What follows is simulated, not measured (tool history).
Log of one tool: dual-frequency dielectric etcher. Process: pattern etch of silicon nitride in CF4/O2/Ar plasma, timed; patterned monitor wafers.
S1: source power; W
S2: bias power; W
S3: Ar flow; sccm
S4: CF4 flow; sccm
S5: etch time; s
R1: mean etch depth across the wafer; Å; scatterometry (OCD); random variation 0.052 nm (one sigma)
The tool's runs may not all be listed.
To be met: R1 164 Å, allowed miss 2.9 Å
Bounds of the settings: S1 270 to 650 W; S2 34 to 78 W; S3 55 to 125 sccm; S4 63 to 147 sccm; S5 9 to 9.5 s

Run 1, day 0: S1 460 W, S2 56 W, S3 90 sccm, S4 105 sccm, S5 9.5 s. Result: R1 176.3 Å.
Run 2, day 0.204: S1 460 W, S2 56 W, S3 90 sccm, S4 94 sccm, S5 9.5 s. Result: R1 174.06 Å.
Run 3, day 0.529: S1 450 W, S2 56 W, S3 90 sccm, S4 94 sccm, S5 9.5 s. Result: R1 169.92 Å.
Run 4, day 0.671: S1 520 W, S2 56 W, S3 90 sccm, S4 94 sccm, S5 9.5 s. Result: R1 197.32 Å.
Run 5, day 0.954: S1 590 W, S2 56 W, S3 90 sccm, S4 94 sccm, S5 9.5 s. Result: R1 225.53 Å.
Run 6, day 1.246: S1 550 W, S2 56 W, S3 90 sccm, S4 94 sccm, S5 9.5 s. Result: R1 210.22 Å.
Run 7, day 1.329: S1 520 W, S2 56 W, S3 90 sccm, S4 94 sccm, S5 9.5 s. Result: R1 197.18 Å.
Run 8, day 1.371: S1 490 W, S2 56 W, S3 90 sccm, S4 94 sccm, S5 9.5 s. Result: R1 185.23 Å.
Run 9, day 1.446: S1 470 W, S2 56 W, S3 90 sccm, S4 94 sccm, S5 9.5 s. Result: R1 179.01 Å.
Run 10, day 1.688: S1 460 W, S2 56 W, S3 90 sccm, S4 94 sccm, S5 9.5 s. Result: R1 174.47 Å.
Run 11, day 1.75: S1 450 W, S2 56 W, S3 90 sccm, S4 94 sccm, S5 9.5 s. Result: R1 169.94 Å.

Which of these 5 next moves meets every target?
Run A, day 1.812: S1 430 W, S2 63 W, S3 78 sccm, S4 92 sccm, S5 9.5 s. Result: R1 ?.
Run B, day 1.812: S1 440 W, S2 65 W, S3 91 sccm, S4 87 sccm, S5 9.5 s. Result: R1 ?.
Run C, day 1.812: S1 430 W, S2 55 W, S3 87 sccm, S4 103 sccm, S5 9.5 s. Result: R1 ?.
Run D, day 1.812: S1 460 W, S2 61 W, S3 100 sccm, S4 84 sccm, S5 9.5 s. Result: R1 ?.
Run E, day 1.812: S1 440 W, S2 60 W, S3 55 sccm, S4 88 sccm, S5 9.5 s. Result: R1 ?.

move      R1
   A  169.46
   B  172.03
   C  163.46
   D  174.62
   E   174.8
A: nearer than the last run, and not there yet
B: further off than the last run
C: meets every target
D: further off than the last run
E: further off than the last run
Answer: C
